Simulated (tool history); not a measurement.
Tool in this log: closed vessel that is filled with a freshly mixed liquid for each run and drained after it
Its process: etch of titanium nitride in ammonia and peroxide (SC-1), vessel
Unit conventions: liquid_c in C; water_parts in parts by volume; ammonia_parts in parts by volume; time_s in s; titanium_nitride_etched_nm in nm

run	hour	liquid_c	water_parts	ammonia_parts	time_s	titanium_nitride_etched_nm
1	0.0	48.0	27.5	0.95	470	19.466
2	3.4	48.0	27.5	1.15	470	20.296
3	4.7	48.0	19.0	1.15	470	25.033
4	6.1	49.0	19.0	1.15	470	26.631
5	7.5	49.0	19.0	1.20	470	26.883
6	12.5	49.5	19.0	1.20	470	27.964
7	13.6	50.0	19.0	1.20	470	28.983
8	16.9	50.5	19.0	1.20	470	29.945

Run 9 comes next. What will it give?
9	25.6	51.0	19.0	1.20	470	?

Run 9 came out at titanium_nitride_etched_nm 30.602 nm.
